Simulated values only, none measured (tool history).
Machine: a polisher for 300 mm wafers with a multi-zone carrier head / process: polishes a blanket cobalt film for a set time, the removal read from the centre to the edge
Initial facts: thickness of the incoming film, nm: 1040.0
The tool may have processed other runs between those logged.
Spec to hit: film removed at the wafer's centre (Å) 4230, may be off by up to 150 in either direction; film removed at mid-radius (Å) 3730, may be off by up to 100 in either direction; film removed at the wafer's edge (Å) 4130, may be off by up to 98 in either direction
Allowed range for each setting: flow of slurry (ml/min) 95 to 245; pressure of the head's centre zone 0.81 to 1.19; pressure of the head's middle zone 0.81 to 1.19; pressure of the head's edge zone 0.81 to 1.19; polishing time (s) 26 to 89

run,hour,flow of slurry (ml/min),pressure of the head's centre zone,pressure of the head's middle zone,pressure of the head's edge zone,polishing time (s),film removed at the wafer's centre (Å),film removed at mid-radius (Å),film removed at the wafer's edge (Å)
1,0,155,1,1,1,57,2972.2,2974.1,2888
2,3.4,130,1,1,1,57,2813.3,2867.2,2800.8
3,5.5,115,1,1,1,57,2750.9,2761.1,2748
4,12.3,140,1.02,0.98,1.05,60,3168,3026.6,3099
5,17.2,140,1.02,0.98,1.08,60,3149.5,3073.7,3144.9
6,18.1,100,1.02,0.98,1.08,60,2820.9,2765.8,2894.5
7,19.8,135,1.02,0.96,1.11,61,3184.5,3014.1,3193.8
8,23.9,160,1.01,0.94,1.13,62,3286.7,3111.6,3391.4
9,32.4,180,1.02,0.94,1.15,63,3455.9,3289,3498.8

Which of these 4 next moves meets every target?
A,40.9,195,1.05,0.88,1.15,73,?,?,?
B,40.9,175,1.17,0.95,1.11,76,?,?,?
C,40.9,200,1.13,0.91,1.1,72,?,?,?
D,40.9,175,0.82,0.98,1.19,59,?,?,?

move,film removed at the wafer's centre (Å),film removed at mid-radius (Å),film removed at the wafer's edge (Å)
A,4193.4,3690.1,4115.9
B,4772.9,3915.2,4153.3
C,4473.4,3712.4,3982.4
D,2589.9,3092.7,3336.8
A: all results in spec
B: the worst result of the last run now meets its target, but another is out of spec
C: moves toward the targets from the last run without getting all of them in spec
D: misses by more than the last run did
The right move is A.

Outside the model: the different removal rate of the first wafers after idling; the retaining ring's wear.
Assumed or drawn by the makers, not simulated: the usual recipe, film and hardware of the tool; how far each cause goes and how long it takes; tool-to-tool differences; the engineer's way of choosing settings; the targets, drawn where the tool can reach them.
